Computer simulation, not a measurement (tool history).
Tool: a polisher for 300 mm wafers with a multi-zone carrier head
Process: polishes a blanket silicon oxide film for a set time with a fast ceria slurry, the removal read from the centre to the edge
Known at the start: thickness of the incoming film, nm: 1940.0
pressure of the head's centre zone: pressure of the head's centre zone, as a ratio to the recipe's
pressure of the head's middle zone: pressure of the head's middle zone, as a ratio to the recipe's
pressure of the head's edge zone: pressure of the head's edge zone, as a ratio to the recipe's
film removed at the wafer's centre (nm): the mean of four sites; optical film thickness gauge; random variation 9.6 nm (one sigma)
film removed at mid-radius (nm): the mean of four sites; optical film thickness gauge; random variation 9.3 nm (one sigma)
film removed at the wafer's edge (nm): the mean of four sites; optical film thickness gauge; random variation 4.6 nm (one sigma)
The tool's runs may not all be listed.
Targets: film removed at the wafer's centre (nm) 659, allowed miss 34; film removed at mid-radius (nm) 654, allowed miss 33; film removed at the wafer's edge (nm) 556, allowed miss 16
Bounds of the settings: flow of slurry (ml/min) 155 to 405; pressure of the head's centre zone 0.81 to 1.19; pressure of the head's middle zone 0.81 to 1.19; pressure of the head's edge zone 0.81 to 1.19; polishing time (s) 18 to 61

| run | hour | flow of slurry (ml/min) | pressure of the head's centre zone | pressure of the head's middle zone | pressure of the head's edge zone | polishing time (s) | film removed at the wafer's centre (nm) | film removed at mid-radius (nm) | film removed at the wafer's edge (nm) |
|---|---|---|---|---|---|---|---|---|---|
| 1 | 0 | 260 | 1 | 1 | 1 | 39 | 810.44 | 790.14 | 794.99 |
| 2 | 0.5 | 205 | 1 | 1 | 1 | 39 | 752.94 | 771.49 | 776.78 |
| 3 | 5.5 | 205 | 1 | 1 | 0.95 | 39 | 790.68 | 764.28 | 752.34 |
| 4 | 8.6 | 205 | 0.99 | 1.03 | 0.91 | 36 | 708.93 | 712.71 | 681.42 |
| 5 | 16.3 | 205 | 0.99 | 1.09 | 0.91 | 36 | 707.45 | 744.35 | 685.07 |
| 6 | 20.2 | 205 | 0.94 | 1.09 | 0.91 | 36 | 674.53 | 750.21 | 686.33 |
| 7 | 22.3 | 210 | 0.98 | 1.11 | 0.88 | 34 | 667.39 | 729.49 | 640.11 |
| 8 | 27.9 | 210 | 1.08 | 1.09 | 0.81 | 29 | 634.86 | 617.56 | 524.12 |

5 next moves are on the table. One of them brings every result within its allowed miss. Which?
| A | 33.5 | 240 | 1.13 | 1.17 | 0.92 | 29 | ? | ? | ? |
| B | 33.5 | 230 | 1.15 | 1.16 | 0.81 | 27 | ? | ? | ? |
| C | 33.5 | 250 | 1.15 | 1.14 | 0.81 | 25 | ? | ? | ? |
| D | 33.5 | 195 | 1.15 | 1.16 | 0.85 | 28 | ? | ? | ? |
| E | 33.5 | 185 | 1.19 | 1.15 | 0.81 | 28 | ? | ? | ? |

| move | film removed at the wafer's centre (nm) | film removed at mid-radius (nm) | film removed at the wafer's edge (nm) |
|---|---|---|---|
| A | 668.93 | 652.61 | 561.25 |
| B | 629.59 | 599.8 | 493.25 |
| C | 589.79 | 552.97 | 460.51 |
| D | 635.65 | 607.17 | 512.5 |
| E | 650.83 | 597.38 | 499.29 |
A: meets every target
B: further off than the last run
C: further off than the last run
D: further off than the last run
E: further off than the last run
The right move is A.
